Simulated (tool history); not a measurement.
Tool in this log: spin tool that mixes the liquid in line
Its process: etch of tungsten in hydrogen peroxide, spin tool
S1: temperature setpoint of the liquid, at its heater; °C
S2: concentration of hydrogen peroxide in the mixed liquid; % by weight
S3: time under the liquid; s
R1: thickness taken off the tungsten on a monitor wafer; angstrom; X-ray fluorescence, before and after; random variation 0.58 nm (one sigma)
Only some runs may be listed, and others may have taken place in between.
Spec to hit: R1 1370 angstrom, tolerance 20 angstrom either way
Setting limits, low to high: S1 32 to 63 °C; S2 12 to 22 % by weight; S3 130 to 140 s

run,hour,S1,S2,S3,R1
1,0,47,15,130,1055.9
2,2.7,47,15,130,1051.6
3,8.8,48,15,130,1125.9
4,15.1,48,13.5,130,1077.7
5,21.3,49,13.5,130,1138.3
6,30,49,12,130,1075.4
7,33.1,50,12,130,1138.1
8,35.3,50.5,12,130,1186.3
9,42.4,51,12,130,1217.6
10,43.3,51.5,12,130,1245.6
11,49.5,52,12,130,1286.2
12,54.9,52.5,12,130,1331.5

Which single option among these 4 for the next run brings every result within its allowed miss of target? Just one does.
A,60.3,50.5,15,130,?
B,60.3,51.5,13.5,130,?
C,60.3,51.5,14.5,130,?
D,60.3,50.5,14,135,?

move,R1
A,1318.1
B,1328.8
C,1377.1
D,1322.4
A: its largest miss is bigger than the last run's
B: its largest miss is bigger than the last run's
C: in spec on every target
D: its largest miss is bigger than the last run's
C meets every target.
